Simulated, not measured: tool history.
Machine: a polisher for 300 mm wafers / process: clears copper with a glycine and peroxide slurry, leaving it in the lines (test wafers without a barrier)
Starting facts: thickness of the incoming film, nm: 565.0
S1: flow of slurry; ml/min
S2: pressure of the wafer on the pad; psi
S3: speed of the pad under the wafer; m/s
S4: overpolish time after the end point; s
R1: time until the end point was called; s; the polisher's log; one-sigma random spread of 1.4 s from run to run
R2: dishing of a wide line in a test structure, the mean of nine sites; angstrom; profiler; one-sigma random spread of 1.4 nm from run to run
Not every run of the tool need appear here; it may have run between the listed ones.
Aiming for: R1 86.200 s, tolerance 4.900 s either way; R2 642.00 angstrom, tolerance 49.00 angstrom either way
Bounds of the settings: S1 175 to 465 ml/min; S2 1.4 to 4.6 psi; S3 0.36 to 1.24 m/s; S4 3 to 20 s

run 1 hour=0.0 | S1=295 S2=3.0 S3=0.80 S4=10 | R1=101.520 R2=421.79
run 2 hour=6.5 | S1=295 S2=3.0 S3=0.68 S4=10 | R1=111.020 R2=392.36
run 3 hour=8.7 | S1=295 S2=2.6 S3=0.68 S4=10 | R1=116.430 R2=356.80
run 4 hour=11.3 | S1=295 S2=3.0 S3=0.70 S4=10 | R1=108.770 R2=389.60
run 5 hour=15.3 | S1=295 S2=3.0 S3=0.60 S4=10 | R1=116.590 R2=366.06
run 6 hour=20.7 | S1=225 S2=3.0 S3=0.60 S4=10 | R1=122.700 R2=352.48
run 7 hour=24.0 | S1=225 S2=3.0 S3=0.60 S4=10 | R1=123.320 R2=351.48
run 8 hour=25.6 | S1=230 S2=3.4 S3=0.62 S4=11 | R1=112.910 R2=416.19

Which single option among these 4 for the next run brings every result within its allowed miss of target? Just one does.
run A hour=27.2 | S1=190 S2=3.5 S3=0.92 S4=11 | R1=? R2=?
run B hour=27.2 | S1=370 S2=3.8 S3=0.80 S4=11 | R1=? R2=?
run C hour=27.2 | S1=290 S2=4.2 S3=0.78 S4=14 | R1=? R2=?
run D hour=27.2 | S1=190 S2=4.5 S3=0.90 S4=10 | R1=? R2=?

move=A R1=85.334 R2=514.60
move=B R1=85.174 R2=517.71
move=C R1=83.135 R2=649.18
move=D R1=74.938 R2=534.04
A: brings the result that was furthest off to its target, and leaves another outside
B: brings the result that was furthest off to its target, and leaves another outside
C: all results land within tolerance of their targets
D: takes the result that was furthest off past its target
The move that meets every target is C.

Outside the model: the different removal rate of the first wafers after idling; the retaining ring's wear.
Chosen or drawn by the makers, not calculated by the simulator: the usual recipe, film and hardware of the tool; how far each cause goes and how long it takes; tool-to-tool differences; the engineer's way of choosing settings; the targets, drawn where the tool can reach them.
